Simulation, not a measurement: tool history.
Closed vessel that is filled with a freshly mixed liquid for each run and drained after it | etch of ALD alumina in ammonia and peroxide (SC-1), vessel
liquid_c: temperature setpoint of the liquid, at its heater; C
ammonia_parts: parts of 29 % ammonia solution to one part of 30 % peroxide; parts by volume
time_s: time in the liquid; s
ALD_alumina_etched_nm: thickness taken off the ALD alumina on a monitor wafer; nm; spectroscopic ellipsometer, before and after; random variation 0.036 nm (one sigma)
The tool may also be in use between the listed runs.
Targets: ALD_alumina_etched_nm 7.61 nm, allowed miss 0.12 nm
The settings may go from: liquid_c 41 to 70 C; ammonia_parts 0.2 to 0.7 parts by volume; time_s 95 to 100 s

run,day,liquid_c,ammonia_parts,time_s,ALD_alumina_etched_nm
1,0,57,0.4,95,8.3036
2,0.225,52,0.4,95,6.4048
3,0.412,53,0.4,95,6.7405
4,0.45,53,0.4,100,7.0994
5,0.725,53.5,0.4,100,7.2816
6,1.058,59,0.4,100,9.7833
7,1.125,57.5,0.4,100,8.9543
8,1.288,56.5,0.4,100,8.603
9,1.625,56,0.4,100,8.366
10,1.838,55.5,0.4,100,8.1526
11,2.208,55,0.4,100,7.9093

5 next moves are on the table. One of them brings every result within its allowed miss. Which?
A,2.579,54.5,0.4,95,?
B,2.579,54.5,0.5,100,?
C,2.579,56,0.4,95,?
D,2.579,54.5,0.35,100,?
E,2.579,54.5,0.45,95,?

move,ALD_alumina_etched_nm
A,7.3078
B,7.8565
C,7.9127
D,7.5957
E,7.3897
A: takes the result that was furthest off past its target
B: nearer than the last run, and not there yet
C: as far off as the last run
D: meets every target
E: takes the result that was furthest off past its target
Answer: D
